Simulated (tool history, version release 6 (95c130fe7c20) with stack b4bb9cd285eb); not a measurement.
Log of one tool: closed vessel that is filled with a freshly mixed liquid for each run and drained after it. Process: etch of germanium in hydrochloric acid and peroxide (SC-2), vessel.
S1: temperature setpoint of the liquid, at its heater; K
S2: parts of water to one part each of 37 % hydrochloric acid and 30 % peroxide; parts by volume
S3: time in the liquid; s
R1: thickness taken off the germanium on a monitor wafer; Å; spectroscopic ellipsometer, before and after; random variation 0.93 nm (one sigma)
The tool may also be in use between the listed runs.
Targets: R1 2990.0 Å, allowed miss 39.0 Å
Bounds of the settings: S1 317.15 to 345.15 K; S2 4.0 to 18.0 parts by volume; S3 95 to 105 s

run 1 day=0.000 | S1=333.15 S2=10.0 S3=95 | R1=2497.4
run 2 day=0.304 | S1=328.15 S2=10.0 S3=95 | R1=2151.3
run 3 day=0.662 | S1=331.15 S2=10.0 S3=95 | R1=2353.8
run 4 day=1.008 | S1=333.65 S2=10.0 S3=95 | R1=2543.7
run 5 day=1.117 | S1=333.65 S2=12.0 S3=95 | R1=2486.5
run 6 day=1.504 | S1=327.15 S2=12.0 S3=95 | R1=2053.3
run 7 day=1.792 | S1=330.65 S2=12.0 S3=95 | R1=2266.8
run 8 day=1.979 | S1=338.65 S2=11.5 S3=95 | R1=2886.1

5 next moves are on the table. One of them brings every result within its allowed miss. Which?
run A day=2.167 | S1=340.15 S2=18.0 S3=105 | R1=?
run B day=2.167 | S1=338.15 S2=8.5 S3=100 | R1=?
run C day=2.167 | S1=337.15 S2=13.0 S3=105 | R1=?
run D day=2.167 | S1=340.65 S2=11.0 S3=95 | R1=?
run E day=2.167 | S1=342.15 S2=14.0 S3=95 | R1=?

move=A R1=3060.9
move=B R1=3088.9
move=C R1=2992.3
move=D R1=3058.6
move=E R1=3071.2
A: takes the result that was furthest off past its target
B: takes the result that was furthest off past its target
C: meets every target
D: takes the result that was furthest off past its target
E: takes the result that was furthest off past its target
Answer: C
